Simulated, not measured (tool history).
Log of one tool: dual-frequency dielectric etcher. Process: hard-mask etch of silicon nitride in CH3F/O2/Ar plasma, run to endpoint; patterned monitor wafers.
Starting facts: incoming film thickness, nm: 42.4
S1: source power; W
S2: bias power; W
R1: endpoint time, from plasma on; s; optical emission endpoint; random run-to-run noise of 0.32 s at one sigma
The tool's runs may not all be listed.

run,hour,S1,S2,R1
1,0.0,510,102,50.479
2,7.7,510,92,52.367
3,11.9,530,94,50.900
4,15.0,550,95,50.741
5,19.8,480,95,52.619
6,22.8,480,113,49.236
7,28.2,490,114,48.396

Predict the results of run 8:
8,34.1,500,115,?

{"run 8": {"R1": 48.112}}

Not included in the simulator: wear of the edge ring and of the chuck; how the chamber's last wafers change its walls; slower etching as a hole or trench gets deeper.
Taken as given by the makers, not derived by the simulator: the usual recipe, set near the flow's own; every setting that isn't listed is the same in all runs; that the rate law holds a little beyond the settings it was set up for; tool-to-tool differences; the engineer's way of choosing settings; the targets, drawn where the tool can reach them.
